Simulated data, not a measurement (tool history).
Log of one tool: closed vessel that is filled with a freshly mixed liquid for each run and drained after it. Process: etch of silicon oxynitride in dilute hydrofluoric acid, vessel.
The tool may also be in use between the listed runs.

run	hour	temperature setpoint of the liquid (°C)	parts of water to one part of 49 % hydrofluoric acid (parts by volume)	time in the liquid (s)	thickness taken off the silicon oxynitride on a monitor wafer (nm)
1	0	21	240	1675	8.3861
2	5.8	19.5	240	1675	7.8517
3	9.5	19.5	300	1675	6.0293
4	15.9	19.5	300	1675	6.0736
5	21.7	19.5	335	1675	5.3403
6	27.1	19.5	335	1810	5.7351
7	31.4	23.5	240	1810	10.224
8	33.2	24.5	215	1810	12.156
9	38	25.5	200	1810	13.727
10	46.1	26	185	1810	15.32
11	54.8	26.5	175	1810	16.637
# hour 63.3: hydrofluoric acid flow meter replaced
12	63.3	27	170	1810	15.681
13	66.2	27	170	1810	15.617
14	67.4	27.5	160	1810	17.374
15	75.2	28	155	1810	18.36

The next listed run, before its measurement:
16	80.3	28	150	1810	?

Run 16 gave thickness taken off the silicon oxynitride on a monitor wafer (nm) 18.893.
